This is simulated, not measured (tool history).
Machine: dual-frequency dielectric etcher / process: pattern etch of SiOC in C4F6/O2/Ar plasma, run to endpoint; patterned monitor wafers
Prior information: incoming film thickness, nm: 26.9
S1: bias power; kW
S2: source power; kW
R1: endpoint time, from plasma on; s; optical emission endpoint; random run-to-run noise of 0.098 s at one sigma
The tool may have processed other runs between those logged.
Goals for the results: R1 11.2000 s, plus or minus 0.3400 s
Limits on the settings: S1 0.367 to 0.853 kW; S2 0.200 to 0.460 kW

run  hour     S1     S2       R1
  1   0.0  0.610  0.330   9.6650
  2   7.6  0.660  0.330   9.6166
  3   8.4  0.758  0.330   9.2764
  4  14.7  0.697  0.330   9.3885
  5  21.7  0.697  0.270   9.9580
  6  30.0  0.801  0.270   9.3228
  7  38.2  0.766  0.260   9.5904
  8  43.4  0.734  0.250   9.6404
  9  44.4  0.688  0.240  10.0660
 10  51.0  0.664  0.230  10.2110
 11  55.9  0.641  0.230  10.2570
 12  63.0  0.616  0.230  10.3790
 13  69.1  0.596  0.230  10.4340
 14  77.0  0.576  0.230  10.4270
 15  77.8  0.552  0.230  10.6550
 16  83.1  0.541  0.230  10.7380
 17  87.2  0.532  0.230  10.6300

Consider the 4 candidate settings below. Which is the only one whose results all fall within their allowed miss of target?
  A  91.3  0.620  0.200   ?
  B  91.3  0.536  0.240   ?
  C  91.3  0.502  0.200   ?
  D  91.3  0.545  0.250   ?

move       R1
   A  10.5020
   B  10.5280
   C  11.0320
   D  10.4080
A: lands further from the targets than the last run did
B: lands further from the targets than the last run did
C: hits every target within its allowed miss
D: lands further from the targets than the last run did
C is the move that brings every result within its allowed miss.
